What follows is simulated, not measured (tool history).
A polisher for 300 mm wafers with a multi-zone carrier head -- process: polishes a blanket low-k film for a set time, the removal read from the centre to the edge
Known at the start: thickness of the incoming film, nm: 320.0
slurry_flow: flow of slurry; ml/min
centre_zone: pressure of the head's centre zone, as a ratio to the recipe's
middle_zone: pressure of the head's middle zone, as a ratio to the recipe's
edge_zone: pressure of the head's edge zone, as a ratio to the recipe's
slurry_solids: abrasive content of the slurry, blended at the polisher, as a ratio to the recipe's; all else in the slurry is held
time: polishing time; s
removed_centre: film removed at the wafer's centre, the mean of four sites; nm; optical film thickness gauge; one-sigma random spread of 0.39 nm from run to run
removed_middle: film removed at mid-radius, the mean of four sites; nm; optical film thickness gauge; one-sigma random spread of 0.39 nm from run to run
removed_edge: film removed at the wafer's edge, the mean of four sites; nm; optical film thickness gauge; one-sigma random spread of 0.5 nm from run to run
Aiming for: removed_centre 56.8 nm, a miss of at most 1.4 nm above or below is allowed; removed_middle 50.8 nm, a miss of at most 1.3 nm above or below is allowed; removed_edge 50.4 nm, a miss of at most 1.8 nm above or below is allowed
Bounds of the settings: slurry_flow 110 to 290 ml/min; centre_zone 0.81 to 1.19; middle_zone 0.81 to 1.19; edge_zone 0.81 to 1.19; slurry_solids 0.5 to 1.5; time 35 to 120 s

run 1 hour=0 | slurry_flow=185 centre_zone=1 middle_zone=1 edge_zone=1 slurry_solids=1 time=77 | removed_centre=45.645 removed_middle=45.449 removed_edge=45.158
run 2 hour=5.8 | slurry_flow=185 centre_zone=1 middle_zone=1 edge_zone=1 slurry_solids=1.2 time=77 | removed_centre=48.351 removed_middle=48.199 removed_edge=48.992
run 3 hour=9.8 | slurry_flow=200 centre_zone=1.02 middle_zone=1 edge_zone=0.99 slurry_solids=1.2 time=77 | removed_centre=50.318 removed_middle=48.927 removed_edge=49.029
run 4 hour=11.1 | slurry_flow=215 centre_zone=1.03 middle_zone=1 edge_zone=0.99 slurry_solids=1.2 time=77 | removed_centre=51.18 removed_middle=49.235 removed_edge=49.465
run 5 hour=15.3 | slurry_flow=215 centre_zone=1.03 middle_zone=0.95 edge_zone=0.99 slurry_solids=1.2 time=77 | removed_centre=51.337 removed_middle=48.743 removed_edge=48.907
run 6 hour=22.1 | slurry_flow=225 centre_zone=1.04 middle_zone=0.95 edge_zone=0.99 slurry_solids=1.2 time=77 | removed_centre=52.312 removed_middle=48.507 removed_edge=48.992
run 7 hour=22.9 | slurry_flow=235 centre_zone=1.05 middle_zone=0.96 edge_zone=0.99 slurry_solids=1.2 time=77 | removed_centre=52.52 removed_middle=49.035 removed_edge=49.414
run 8 hour=30.3 | slurry_flow=240 centre_zone=1.06 middle_zone=0.97 edge_zone=0.99 slurry_solids=1.2 time=77 | removed_centre=53.212 removed_middle=49.135 removed_edge=49.527
run 9 hour=31.2 | slurry_flow=245 centre_zone=1.07 middle_zone=0.98 edge_zone=0.99 slurry_solids=1.2 time=77 | removed_centre=53.566 removed_middle=49.982 removed_edge=49.539
run 10 hour=39.8 | slurry_flow=250 centre_zone=1.08 middle_zone=0.98 edge_zone=0.99 slurry_solids=1.2 time=77 | removed_centre=53.852 removed_middle=50.312 removed_edge=50.245

Exercise: of the 5 proposed moves below, exactly one satisfies all targets within the stated allowed misses. Which move is it?
run A hour=48.4 | slurry_flow=265 centre_zone=1.06 middle_zone=1.16 edge_zone=1.11 slurry_solids=1.25 time=73 | removed_centre=? removed_middle=? removed_edge=?
run B hour=48.4 | slurry_flow=230 centre_zone=1.11 middle_zone=0.89 edge_zone=1.04 slurry_solids=1.1 time=86 | removed_centre=? removed_middle=? removed_edge=?
run C hour=48.4 | slurry_flow=255 centre_zone=1.1 middle_zone=0.96 edge_zone=0.95 slurry_solids=1.2 time=79 | removed_centre=? removed_middle=? removed_edge=?
run D hour=48.4 | slurry_flow=275 centre_zone=1.14 middle_zone=0.86 edge_zone=1.01 slurry_solids=1.1 time=82 | removed_centre=? removed_middle=? removed_edge=?
run E hour=48.4 | slurry_flow=245 centre_zone=1.04 middle_zone=1.04 edge_zone=1.03 slurry_solids=1.15 time=78 | removed_centre=? removed_middle=? removed_edge=?

move=A removed_centre=51.935 removed_middle=53.02 removed_edge=51.321
move=B removed_centre=59.305 removed_middle=50.997 removed_edge=55.27
move=C removed_centre=56.669 removed_middle=50.889 removed_edge=50.634
move=D removed_centre=59.126 removed_middle=48.855 removed_edge=52.814
move=E removed_centre=52.499 removed_middle=51.339 removed_edge=50.959
A: misses by more than the last run did
B: the result that was furthest off in the last run now lies on the other side of its target
C: all results land within tolerance of their targets
D: the result that was furthest off in the last run now lies on the other side of its target
E: misses by more than the last run did
C meets every target.
